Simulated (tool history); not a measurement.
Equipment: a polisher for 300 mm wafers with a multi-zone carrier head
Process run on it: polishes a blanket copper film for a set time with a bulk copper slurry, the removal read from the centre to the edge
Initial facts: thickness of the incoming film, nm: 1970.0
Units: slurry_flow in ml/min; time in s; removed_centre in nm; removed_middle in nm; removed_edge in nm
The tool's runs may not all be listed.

Run 1, hour 0: slurry_flow 290 ml/min, centre_zone 1, middle_zone 1, edge_zone 1, slurry_solids 1, time 45 s. Result: removed_centre 469.22 nm, removed_middle 463.83 nm, removed_edge 478.19 nm.
Run 2, hour 1.1: slurry_flow 290 ml/min, centre_zone 1, middle_zone 1, edge_zone 1, slurry_solids 1, time 39 s. Result: removed_centre 407.3 nm, removed_middle 397.3 nm, removed_edge 409.83 nm.
Run 3, hour 5.1: slurry_flow 335 ml/min, centre_zone 1, middle_zone 1, edge_zone 1, slurry_solids 1, time 39 s. Result: removed_centre 418.55 nm, removed_middle 410.01 nm, removed_edge 417.65 nm.
Run 4, hour 7: slurry_flow 335 ml/min, centre_zone 1, middle_zone 0.96, edge_zone 1, slurry_solids 1, time 39 s. Result: removed_centre 419.98 nm, removed_middle 395.73 nm, removed_edge 412.59 nm.
Run 5, hour 7.7: slurry_flow 300 ml/min, centre_zone 1.04, middle_zone 0.92, edge_zone 1.06, slurry_solids 1.15, time 45 s. Result: removed_centre 514.97 nm, removed_middle 450.98 nm, removed_edge 507.75 nm.
Run 6, hour 12.4: slurry_flow 300 ml/min, centre_zone 0.98, middle_zone 0.92, edge_zone 1.06, slurry_solids 1.15, time 45 s. Result: removed_centre 483.02 nm, removed_middle 441.91 nm, removed_edge 508.51 nm.
Run 7, hour 13.7: slurry_flow 290 ml/min, centre_zone 1.03, middle_zone 0.9, edge_zone 1.09, slurry_solids 1.25, time 48 s. Result: removed_centre 556.44 nm, removed_middle 479.72 nm, removed_edge 558.21 nm.

For run 8, what comes out?
Run 8, hour 18.2: slurry_flow 330 ml/min, centre_zone 1.12, middle_zone 0.81, edge_zone 1.19, slurry_solids 1.5, time 57 s. Result: removed_centre ?, removed_middle ?, removed_edge ?.

{"run 8": {"removed_centre": 762.13, "removed_middle": 538.97, "removed_edge": 734.47}}
